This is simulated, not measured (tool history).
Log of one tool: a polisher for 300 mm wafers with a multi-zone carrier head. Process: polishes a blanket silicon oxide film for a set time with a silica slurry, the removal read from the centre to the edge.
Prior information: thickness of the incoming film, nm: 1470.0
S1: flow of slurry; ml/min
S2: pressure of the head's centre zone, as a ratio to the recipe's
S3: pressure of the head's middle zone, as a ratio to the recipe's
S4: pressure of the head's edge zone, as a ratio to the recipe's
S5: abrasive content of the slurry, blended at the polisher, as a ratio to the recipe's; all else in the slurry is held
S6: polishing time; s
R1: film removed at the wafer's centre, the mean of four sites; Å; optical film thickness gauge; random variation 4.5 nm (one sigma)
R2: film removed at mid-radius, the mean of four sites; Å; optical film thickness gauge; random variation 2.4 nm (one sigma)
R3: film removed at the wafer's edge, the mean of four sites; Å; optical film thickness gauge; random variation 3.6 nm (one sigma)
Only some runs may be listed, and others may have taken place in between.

Run 1, hour 0: S1 195 ml/min, S2 1, S3 1, S4 1, S5 1, S6 63 s. Result: R1 1849.7 Å, R2 1911.6 Å, R3 1900.5 Å.
Run 2, hour 6.4: S1 195 ml/min, S2 1, S3 0.94, S4 1, S5 1, S6 63 s. Result: R1 1836.4 Å, R2 1794.4 Å, R3 1879.3 Å.
Run 3, hour 14.9: S1 155 ml/min, S2 1, S3 0.94, S4 1, S5 1, S6 63 s. Result: R1 1775.5 Å, R2 1722.4 Å, R3 1817.6 Å.
Run 4, hour 18.8: S1 155 ml/min, S2 1, S3 0.94, S4 1.07, S5 1, S6 63 s. Result: R1 1776 Å, R2 1737.8 Å, R3 1902.5 Å.
Run 5, hour 25.8: S1 155 ml/min, S2 1, S3 0.94, S4 1, S5 1, S6 63 s. Result: R1 1799.8 Å, R2 1724.8 Å, R3 1797 Å.
Run 6, hour 29.1: S1 155 ml/min, S2 1, S3 0.94, S4 1, S5 0.8, S6 63 s. Result: R1 1607.3 Å, R2 1551.9 Å, R3 1649.7 Å.
Run 7, hour 36.6: S1 155 ml/min, S2 1, S3 0.94, S4 1, S5 0.8, S6 63 s. Result: R1 1636.4 Å, R2 1573.7 Å, R3 1668.2 Å.
Run 8, hour 42.8: S1 160 ml/min, S2 1.02, S3 0.94, S4 1.01, S5 0.85, S6 64 s. Result: R1 1702.6 Å, R2 1663.6 Å, R3 1707.2 Å.
Run 9, hour 43.9: S1 155 ml/min, S2 1.03, S3 0.93, S4 1.01, S5 0.9, S6 66 s. Result: R1 1795.5 Å, R2 1713.3 Å, R3 1829.2 Å.
Run 10, hour 50.5: S1 160 ml/min, S2 1.05, S3 0.92, S4 1, S5 0.95, S6 67 s. Result: R1 1955.2 Å, R2 1780 Å, R3 1884.7 Å.
Run 11, hour 53.6: S1 205 ml/min, S2 1.15, S3 0.95, S4 1.1, S5 1.2, S6 70 s. Result: R1 2589.4 Å, R2 2188.8 Å, R3 2332.5 Å.
Run 12, hour 59: S1 210 ml/min, S2 1.15, S3 0.95, S4 1.1, S5 1.25, S6 70 s. Result: R1 2546.3 Å, R2 2227.9 Å, R3 2364.3 Å.
Run 13, hour 65.4: S1 210 ml/min, S2 1.15, S3 0.94, S4 1.09, S5 1.25, S6 71 s. Result: R1 2623.9 Å, R2 2228.4 Å, R3 2447.2 Å.
Run 14, hour 73.8: S1 215 ml/min, S2 1.15, S3 0.94, S4 1.07, S5 1.25, S6 71 s. Result: R1 2615.5 Å, R2 2198.1 Å, R3 2451.8 Å.

What does the tool deliver on the next run?
Run 15, hour 80.1: S1 210 ml/min, S2 1.15, S3 0.94, S4 1.07, S5 1.25, S6 72 s. Result: R1 ?, R2 ?, R3 ?.

Run 15 produced R1 2700.5 Å, R2 2229.6 Å, R3 2435.9 Å.
